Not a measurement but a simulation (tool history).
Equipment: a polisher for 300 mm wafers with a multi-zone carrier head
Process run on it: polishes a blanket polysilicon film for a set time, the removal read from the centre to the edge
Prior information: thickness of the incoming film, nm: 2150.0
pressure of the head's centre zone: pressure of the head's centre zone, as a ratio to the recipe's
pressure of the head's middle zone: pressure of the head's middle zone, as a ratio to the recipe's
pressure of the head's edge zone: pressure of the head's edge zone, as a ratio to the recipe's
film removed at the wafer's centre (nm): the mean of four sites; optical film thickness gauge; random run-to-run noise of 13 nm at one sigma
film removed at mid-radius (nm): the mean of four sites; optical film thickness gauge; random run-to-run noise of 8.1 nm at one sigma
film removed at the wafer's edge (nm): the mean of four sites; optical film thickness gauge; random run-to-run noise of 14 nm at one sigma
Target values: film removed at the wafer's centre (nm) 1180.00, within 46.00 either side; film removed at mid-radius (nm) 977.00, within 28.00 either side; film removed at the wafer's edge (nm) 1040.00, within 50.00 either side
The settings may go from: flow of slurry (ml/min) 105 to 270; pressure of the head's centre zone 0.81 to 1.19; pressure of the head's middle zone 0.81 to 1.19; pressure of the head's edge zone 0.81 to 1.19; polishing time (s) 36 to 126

run,hour,flow of slurry (ml/min),pressure of the head's centre zone,pressure of the head's middle zone,pressure of the head's edge zone,polishing time (s),film removed at the wafer's centre (nm),film removed at mid-radius (nm),film removed at the wafer's edge (nm)
1,0.0,175,1.00,1.00,1.00,81,825.90,796.84,808.06
2,7.0,185,1.04,1.01,1.03,84,872.16,834.71,837.81
3,9.3,185,1.06,0.99,1.03,89,940.25,866.67,889.75
4,15.5,185,1.00,0.99,1.03,89,912.50,866.83,896.48
5,22.4,185,0.93,0.99,1.03,89,822.78,878.07,887.84
6,28.4,185,0.98,0.99,1.04,92,921.38,909.29,902.70
7,32.5,195,1.00,0.97,1.04,94,964.85,911.39,966.24
8,40.7,195,1.00,0.97,1.04,94,966.80,916.30,930.31

Below are 5 possible settings for the next run. Only one of them brings all results inside the allowed miss of their targets. Which is it?
A,48.9,190,1.03,1.02,1.03,103,?,?,?
B,48.9,140,0.88,0.86,1.16,105,?,?,?
C,48.9,195,1.09,0.93,0.99,105,?,?,?
D,48.9,170,1.02,1.06,1.00,81,?,?,?
E,48.9,130,0.81,1.01,1.19,89,?,?,?

move,film removed at the wafer's centre (nm),film removed at mid-radius (nm),film removed at the wafer's edge (nm)
A,1088.20,1023.90,1023.40
B,902.89,869.51,1068.10
C,1177.80,968.61,1030.10
D,834.26,820.38,786.52
E,695.98,834.01,906.82
A: an improvement on the last run, though not all results are within tolerance
B: the biggest miss grows against the last run
C: hits every target within its allowed miss
D: the biggest miss grows against the last run
E: the biggest miss grows against the last run
The move that meets every target is C.
